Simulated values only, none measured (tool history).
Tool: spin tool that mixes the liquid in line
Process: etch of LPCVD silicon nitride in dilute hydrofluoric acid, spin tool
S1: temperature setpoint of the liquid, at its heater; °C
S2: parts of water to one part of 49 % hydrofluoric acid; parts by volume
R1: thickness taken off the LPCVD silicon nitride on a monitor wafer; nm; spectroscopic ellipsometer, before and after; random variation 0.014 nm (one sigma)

run 1 day=0.000 | S1=25.0 S2=50 time_under_the_liquid_(s)=95 | R1=0.89798
run 2 day=0.283 | S1=26.5 S2=50 time_under_the_liquid_(s)=95 | R1=1.01660
run 3 day=0.362 | S1=26.5 S2=50 time_under_the_liquid_(s)=70 | R1=0.73519
run 4 day=0.488 | S1=30.0 S2=50 time_under_the_liquid_(s)=70 | R1=0.91445
run 5 day=0.700 | S1=30.5 S2=50 time_under_the_liquid_(s)=70 | R1=0.96280
run 6 day=0.812 | S1=30.5 S2=35 time_under_the_liquid_(s)=70 | R1=1.36330
run 7 day=0.854 | S1=30.0 S2=35 time_under_the_liquid_(s)=70 | R1=1.30380
run 8 day=1.108 | S1=29.5 S2=35 time_under_the_liquid_(s)=70 | R1=1.25470

The next listed run, before its measurement:
run 9 day=1.475 | S1=29.0 S2=35 time_under_the_liquid_(s)=70 | R1=?

R1: 1.24160 nm
